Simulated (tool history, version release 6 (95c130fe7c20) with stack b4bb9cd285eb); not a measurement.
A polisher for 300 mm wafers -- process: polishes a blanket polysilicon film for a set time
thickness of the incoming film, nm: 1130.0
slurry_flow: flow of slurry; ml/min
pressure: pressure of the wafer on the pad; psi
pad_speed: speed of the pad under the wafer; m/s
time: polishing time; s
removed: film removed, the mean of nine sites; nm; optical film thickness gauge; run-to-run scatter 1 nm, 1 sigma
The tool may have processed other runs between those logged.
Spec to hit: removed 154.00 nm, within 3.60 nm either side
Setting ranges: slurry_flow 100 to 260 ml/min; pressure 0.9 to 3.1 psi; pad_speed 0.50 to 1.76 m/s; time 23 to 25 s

{"run": 1, "day": 0.0, "slurry_flow": 165, "pressure": 2.0, "pad_speed": 1.12, "time": 25, "removed": 158.07}
{"run": 2, "day": 0.375, "slurry_flow": 165, "pressure": 2.0, "pad_speed": 0.9, "time": 25, "removed": 139.63}
{"run": 3, "day": 0.558, "slurry_flow": 165, "pressure": 2.0, "pad_speed": 0.9, "time": 23, "removed": 128.31}
{"run": 4, "day": 0.742, "slurry_flow": 180, "pressure": 2.1, "pad_speed": 0.9, "time": 23, "removed": 136.74}
{"run": 5, "day": 0.8, "slurry_flow": 185, "pressure": 2.2, "pad_speed": 0.9, "time": 23, "removed": 140.38}
{"run": 6, "day": 0.946, "slurry_flow": 185, "pressure": 2.2, "pad_speed": 0.62, "time": 23, "removed": 115.24}
{"run": 7, "day": 1.079, "slurry_flow": 230, "pressure": 2.8, "pad_speed": 0.62, "time": 23, "removed": 144.93}
{"day": 1.442, "done": "worn pad replaced by a new one"}
{"run": 8, "day": 1.442, "slurry_flow": 230, "pressure": 2.9, "pad_speed": 0.62, "time": 23, "removed": 161.66}

Exercise: of the 5 proposed moves below, exactly one satisfies all targets within the stated allowed misses. Which move is it?
{"run": "A", "day": 1.804, "slurry_flow": 230, "pressure": 2.9, "pad_speed": 0.6, "time": 24, "removed": "?"}
{"run": "B", "day": 1.804, "slurry_flow": 230, "pressure": 2.4, "pad_speed": 0.68, "time": 23, "removed": "?"}
{"run": "C", "day": 1.804, "slurry_flow": 245, "pressure": 3.1, "pad_speed": 0.5, "time": 23, "removed": "?"}
{"run": "D", "day": 1.804, "slurry_flow": 220, "pressure": 2.9, "pad_speed": 0.54, "time": 25, "removed": "?"}
{"run": "E", "day": 1.804, "slurry_flow": 235, "pressure": 2.2, "pad_speed": 0.84, "time": 25, "removed": "?"}

move=A removed=165.87
move=B removed=144.30
move=C removed=155.63
move=D removed=163.39
move=E removed=164.35
A: its largest miss is bigger than the last run's
B: the result that was furthest off in the last run now lies on the other side of its target
C: in spec on every target
D: its largest miss is bigger than the last run's
E: its largest miss is bigger than the last run's
Answer: C
